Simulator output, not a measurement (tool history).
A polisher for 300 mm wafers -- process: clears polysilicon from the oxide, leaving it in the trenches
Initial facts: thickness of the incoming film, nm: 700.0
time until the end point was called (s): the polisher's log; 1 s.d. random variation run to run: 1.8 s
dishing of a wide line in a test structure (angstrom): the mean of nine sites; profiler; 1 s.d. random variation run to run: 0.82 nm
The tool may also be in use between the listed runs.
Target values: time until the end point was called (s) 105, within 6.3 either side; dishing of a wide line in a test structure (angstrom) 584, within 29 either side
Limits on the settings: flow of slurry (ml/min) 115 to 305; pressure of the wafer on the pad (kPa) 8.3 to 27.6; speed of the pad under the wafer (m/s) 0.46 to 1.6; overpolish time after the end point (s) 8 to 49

| run | hour | flow of slurry (ml/min) | pressure of the wafer on the pad (kPa) | speed of the pad under the wafer (m/s) | overpolish time after the end point (s) | time until the end point was called (s) | dishing of a wide line in a test structure (angstrom) |
|---|---|---|---|---|---|---|---|
| 1 | 0 | 195 | 17.9 | 1.02 | 25 | 46.51 | 715.39 |
| 2 | 1.9 | 195 | 14.5 | 0.92 | 19 | 58.499 | 701.21 |
| 3 | 5.9 | 195 | 14.5 | 0.92 | 15 | 59.634 | 686.76 |
| 4 | 13 | 230 | 14.5 | 0.92 | 15 | 57.488 | 697.25 |
| 5 | 20.7 | 255 | 14.5 | 0.92 | 15 | 57.486 | 696.2 |
| 6 | 25.4 | 205 | 12.4 | 0.82 | 13 | 73.438 | 625.37 |
| 7 | 27.8 | 210 | 11 | 0.78 | 17 | 83.52 | 636.09 |
| 8 | 35.5 | 205 | 10.3 | 0.76 | 14 | 88.671 | 572.5 |
| 9 | 41 | 210 | 9.7 | 0.74 | 18 | 97.522 | 628.29 |

4 candidate next runs follow, results not yet known. Just one meets every target within its allowed miss. Identify it.
| A | 46.5 | 190 | 9 | 0.86 | 27 | ? | ? |
| B | 46.5 | 215 | 11.7 | 0.74 | 16 | ? | ? |
| C | 46.5 | 180 | 10.3 | 0.68 | 15 | ? | ? |
| D | 46.5 | 220 | 8.3 | 0.74 | 31 | ? | ? |

| move | time until the end point was called (s) | dishing of a wide line in a test structure (angstrom) |
|---|---|---|
| A | 87.418 | 697.21 |
| B | 82.73 | 626.54 |
| C | 99.91 | 570.09 |
| D | 104.89 | 692.62 |
A: its largest miss is bigger than the last run's
B: its largest miss is bigger than the last run's
C: all results land within tolerance of their targets
D: its largest miss is bigger than the last run's
Answer: C
